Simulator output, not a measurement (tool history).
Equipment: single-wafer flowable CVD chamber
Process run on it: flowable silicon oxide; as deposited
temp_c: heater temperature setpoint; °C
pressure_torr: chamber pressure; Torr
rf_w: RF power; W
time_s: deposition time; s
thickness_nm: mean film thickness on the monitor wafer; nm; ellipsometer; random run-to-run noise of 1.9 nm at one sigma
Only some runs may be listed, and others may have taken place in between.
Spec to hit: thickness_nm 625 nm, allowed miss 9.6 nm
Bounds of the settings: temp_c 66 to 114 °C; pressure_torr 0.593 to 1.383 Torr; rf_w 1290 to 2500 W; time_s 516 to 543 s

Run 1, hour 0: temp_c 90 °C, pressure_torr 0.988 Torr, rf_w 1895 W, time_s 543 s. Result: thickness_nm 551.25 nm.
Run 2, hour 4.9: temp_c 89 °C, pressure_torr 0.988 Torr, rf_w 1895 W, time_s 543 s. Result: thickness_nm 563 nm.
Run 3, hour 11.8: temp_c 89 °C, pressure_torr 0.988 Torr, rf_w 2095 W, time_s 543 s. Result: thickness_nm 577.41 nm.
Run 4, hour 20.4: temp_c 88 °C, pressure_torr 0.988 Torr, rf_w 2095 W, time_s 543 s. Result: thickness_nm 590.22 nm.
Run 5, hour 28.4: temp_c 83 °C, pressure_torr 0.988 Torr, rf_w 2095 W, time_s 543 s. Result: thickness_nm 672.11 nm.
Run 6, hour 31.3: temp_c 84 °C, pressure_torr 0.988 Torr, rf_w 2095 W, time_s 543 s. Result: thickness_nm 658.79 nm.
Run 7, hour 34.1: temp_c 85 °C, pressure_torr 0.988 Torr, rf_w 2095 W, time_s 543 s. Result: thickness_nm 640.77 nm.
Run 8, hour 40.6: temp_c 85 °C, pressure_torr 0.988 Torr, rf_w 2095 W, time_s 543 s. Result: thickness_nm 636.69 nm.

Pick the move, out of 4, that brings all results within their allowed miss; only one does.
Run A, hour 47.1: temp_c 83 °C, pressure_torr 0.981 Torr, rf_w 2070 W, time_s 528 s. Result: thickness_nm ?.
Run B, hour 47.1: temp_c 87 °C, pressure_torr 1.013 Torr, rf_w 2215 W, time_s 539 s. Result: thickness_nm ?.
Run C, hour 47.1: temp_c 80 °C, pressure_torr 0.897 Torr, rf_w 1980 W, time_s 543 s. Result: thickness_nm ?.
Run D, hour 47.1: temp_c 84 °C, pressure_torr 1.012 Torr, rf_w 1875 W, time_s 534 s. Result: thickness_nm ?.

move  thickness_nm
   A        647.43
   B        621.65
   C        656.19
   D        643.58
A: further off than the last run
B: hits every target within its allowed miss
C: further off than the last run
D: further off than the last run
Correct choice: B, which meets every target
